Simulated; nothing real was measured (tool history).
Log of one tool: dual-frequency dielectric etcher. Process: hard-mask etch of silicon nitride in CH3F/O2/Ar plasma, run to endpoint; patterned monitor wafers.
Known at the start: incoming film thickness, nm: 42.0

Run 1, day 0.000: source power (W) 420, bias power (W) 92. Result: endpoint time (s) 52.859.
Run 2, day 0.292: source power (W) 490, bias power (W) 92. Result: endpoint time (s) 49.904.
Run 3, day 0.550: source power (W) 490, bias power (W) 84. Result: endpoint time (s) 51.446.
Run 4, day 0.900: source power (W) 490, bias power (W) 93. Result: endpoint time (s) 49.791.
Run 5, day 1.262: source power (W) 490, bias power (W) 84. Result: endpoint time (s) 51.317.
Run 6, day 1.412: source power (W) 450, bias power (W) 84. Result: endpoint time (s) 53.135.
Run 7, day 1.575: source power (W) 430, bias power (W) 83. Result: endpoint time (s) 53.635.

The next listed run, before its measurement:
Run 8, day 1.608: source power (W) 410, bias power (W) 82. Result: endpoint time (s) ?.

Run 8 gave endpoint time (s) 54.825.
